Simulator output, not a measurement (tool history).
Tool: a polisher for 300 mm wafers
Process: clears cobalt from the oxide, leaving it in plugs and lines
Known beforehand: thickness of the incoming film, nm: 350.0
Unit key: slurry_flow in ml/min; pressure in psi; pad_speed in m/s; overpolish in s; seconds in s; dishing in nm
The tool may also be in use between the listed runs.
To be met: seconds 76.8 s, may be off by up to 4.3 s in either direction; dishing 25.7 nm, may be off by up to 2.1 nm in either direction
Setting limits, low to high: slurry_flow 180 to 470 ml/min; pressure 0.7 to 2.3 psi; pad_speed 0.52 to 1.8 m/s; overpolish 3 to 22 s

run  hour  slurry_flow  pressure  pad_speed  overpolish  seconds  dishing
  1     0          300       1.5       1.16          11   66.821   39.572
  2     1          300       1.7       1.16          11    59.35   42.194
  3   3.8          300       1.6       1.16          10   62.593   39.089
  4   9.8          300       1.6       1.16          13   60.689   46.969
  5  15.8          300       1.6       1.16          12   61.082   44.365
  6  19.1          300       1.6       1.16          14   60.973   45.482
  7    20          300       1.6       1.14          12   63.947   43.687
  8  24.4          300       1.6       1.14          12   63.526   43.406
  9  26.3          300       1.6       1.14          11   62.046   40.405
 10  27.5          300       1.6       1.12          10   64.763   38.419
 11  31.5          300       1.6       1.12           9   63.799   35.187
 12  38.8          300       1.5        1.1           7   68.583   28.639

Pick the move, out of 5, that brings all results within their allowed miss; only one does.
  A  46.1          395       1.4       1.02           7        ?        ?
  B  46.1          255       1.6       1.06           8        ?        ?
  C  46.1          305       1.8       0.92           6        ?        ?
  D  46.1          290       1.5       1.16           6        ?        ?
  E  46.1          295       1.5       1.16           8        ?        ?

move  seconds  dishing
   A   76.534   26.068
   B   67.343   31.703
   C   67.612   25.442
   D   64.834   26.285
   E   64.728   32.611
A: in spec on every target
B: further off than the last run
C: further off than the last run
D: further off than the last run
E: further off than the last run
A is the move that brings every result within its allowed miss.

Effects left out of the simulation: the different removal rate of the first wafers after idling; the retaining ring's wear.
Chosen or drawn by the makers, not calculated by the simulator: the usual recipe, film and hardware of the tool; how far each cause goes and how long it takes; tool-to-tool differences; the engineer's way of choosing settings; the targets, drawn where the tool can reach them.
